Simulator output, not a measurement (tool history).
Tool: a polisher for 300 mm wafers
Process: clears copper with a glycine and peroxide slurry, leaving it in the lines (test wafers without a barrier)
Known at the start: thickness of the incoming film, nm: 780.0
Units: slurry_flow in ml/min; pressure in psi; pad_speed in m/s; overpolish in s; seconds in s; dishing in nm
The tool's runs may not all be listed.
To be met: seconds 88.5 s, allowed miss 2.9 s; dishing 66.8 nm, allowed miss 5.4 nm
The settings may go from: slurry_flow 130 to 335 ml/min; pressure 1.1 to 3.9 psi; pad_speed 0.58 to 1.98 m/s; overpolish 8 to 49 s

run	hour	slurry_flow	pressure	pad_speed	overpolish	seconds	dishing
1	0	215	2.5	1.28	25	114.11	70.539
2	0.9	215	2.1	1.28	25	135.49	64.497
3	2.9	215	2.1	1.28	34	133.28	72.131
4	4.2	220	2.3	1.3	28	120.13	71.03
5	8.1	175	2.3	1.3	28	127.07	69.102
6	12.2	175	2	1.3	28	142.4	64.379
7	21.3	190	2.2	1.3	24	128.64	64.249
8	26.5	200	2.4	1.3	21	119.12	62.218
9	31.3	210	2.5	1.3	20	113.53	63.59
10	38.5	220	2.6	1.3	19	110.11	62.37
11	47.3	225	2.7	1.3	19	106.93	64.707
12	49.9	230	2.8	1.3	18	102.06	62.585

4 next moves are on the table. One of them brings every result within its allowed miss. Which?
A	52.5	205	2.9	1.4	31	?	?
B	52.5	210	2.1	1.9	49	?	?
C	52.5	220	2.7	1.14	22	?	?
D	52.5	285	3.5	1.2	17	?	?

move	seconds	dishing
A	93.214	81.406
B	94.313	81.467
C	117	64.034
D	86.958	66.963
A: nearer than the last run, and not there yet
B: nearer than the last run, and not there yet
C: further off than the last run
D: meets every target
The right move is D.
